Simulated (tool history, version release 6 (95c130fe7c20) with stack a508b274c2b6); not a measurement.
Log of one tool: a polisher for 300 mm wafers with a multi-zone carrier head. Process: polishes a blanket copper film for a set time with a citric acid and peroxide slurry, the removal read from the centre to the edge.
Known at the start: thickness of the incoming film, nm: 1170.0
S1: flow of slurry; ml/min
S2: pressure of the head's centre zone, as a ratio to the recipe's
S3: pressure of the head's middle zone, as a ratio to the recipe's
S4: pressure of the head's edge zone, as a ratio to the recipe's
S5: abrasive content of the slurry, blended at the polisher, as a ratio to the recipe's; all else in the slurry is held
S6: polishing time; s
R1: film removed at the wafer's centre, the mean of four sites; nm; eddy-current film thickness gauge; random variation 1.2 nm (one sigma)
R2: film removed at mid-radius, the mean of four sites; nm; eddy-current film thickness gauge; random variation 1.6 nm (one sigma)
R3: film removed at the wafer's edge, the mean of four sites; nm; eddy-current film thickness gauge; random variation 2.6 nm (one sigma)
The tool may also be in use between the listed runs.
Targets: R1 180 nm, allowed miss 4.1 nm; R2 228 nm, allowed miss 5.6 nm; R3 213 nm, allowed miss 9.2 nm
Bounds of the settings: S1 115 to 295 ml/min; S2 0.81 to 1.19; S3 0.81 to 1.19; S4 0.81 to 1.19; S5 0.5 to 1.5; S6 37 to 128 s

{"run": 1, "hour": 0.0, "S1": 190, "S2": 1, "S3": 1, "S4": 1, "S5": 1, "S6": 82, "R1": 159.54, "R2": 164.34, "R3": 163.49}
{"run": 2, "hour": 1.2, "S1": 200, "S2": 0.99, "S3": 1.04, "S4": 1.04, "S5": 1.1, "S6": 83, "R1": 163.09, "R2": 174.83, "R3": 175.62}
{"run": 3, "hour": 4.2, "S1": 215, "S2": 0.98, "S3": 1.08, "S4": 1.04, "S5": 1.2, "S6": 84, "R1": 170.24, "R2": 189.09, "R3": 180.56}
{"run": 4, "hour": 10.2, "S1": 215, "S2": 0.98, "S3": 1.08, "S4": 1.11, "S5": 1.2, "S6": 84, "R1": 169.19, "R2": 185.41, "R3": 185.46}
{"run": 5, "hour": 17.6, "S1": 225, "S2": 0.96, "S3": 1.11, "S4": 1.12, "S5": 1.25, "S6": 85, "R1": 169.85, "R2": 196.47, "R3": 190.63}
{"run": 6, "hour": 25.3, "S1": 255, "S2": 0.96, "S3": 1.11, "S4": 1.12, "S5": 1.25, "S6": 85, "R1": 174.16, "R2": 198.08, "R3": 192.92}
{"run": 7, "hour": 30.2, "S1": 255, "S2": 0.95, "S3": 1.13, "S4": 1.13, "S5": 1.3, "S6": 86, "R1": 176.19, "R2": 207.54, "R3": 197.26}
{"run": 8, "hour": 37.8, "S1": 255, "S2": 0.94, "S3": 1.14, "S4": 1.14, "S5": 1.35, "S6": 86, "R1": 177.07, "R2": 208.93, "R3": 199.7}
{"run": 9, "hour": 46.1, "S1": 255, "S2": 0.93, "S3": 1.15, "S4": 1.15, "S5": 1.4, "S6": 87, "R1": 175.97, "R2": 214.63, "R3": 204.91}

Which of these 4 next moves meets every target?
{"run": "A", "hour": 54.4, "S1": 195, "S2": 0.86, "S3": 1.16, "S4": 1.13, "S5": 1.5, "S6": 93, "R1": "?", "R2": "?", "R3": "?"}
{"run": "B", "hour": 54.4, "S1": 240, "S2": 0.91, "S3": 1.19, "S4": 1.17, "S5": 1.4, "S6": 90, "R1": "?", "R2": "?", "R3": "?"}
{"run": "C", "hour": 54.4, "S1": 230, "S2": 0.94, "S3": 1.03, "S4": 1.19, "S5": 1.3, "S6": 91, "R1": "?", "R2": "?", "R3": "?"}
{"run": "D", "hour": 54.4, "S1": 270, "S2": 1.04, "S3": 1.06, "S4": 1.15, "S5": 1.4, "S6": 84, "R1": "?", "R2": "?", "R3": "?"}

move=A R1=172.12 R2=224.27 R3=216.04
move=B R1=177.72 R2=225.63 R3=214.66
move=C R1=180.64 R2=197.83 R3=215.61
move=D R1=187.21 R2=193.25 R3=201.1
A: brings the result that was furthest off to its target, and leaves another outside
B: meets every target
C: further off than the last run
D: further off than the last run
The right move is B.
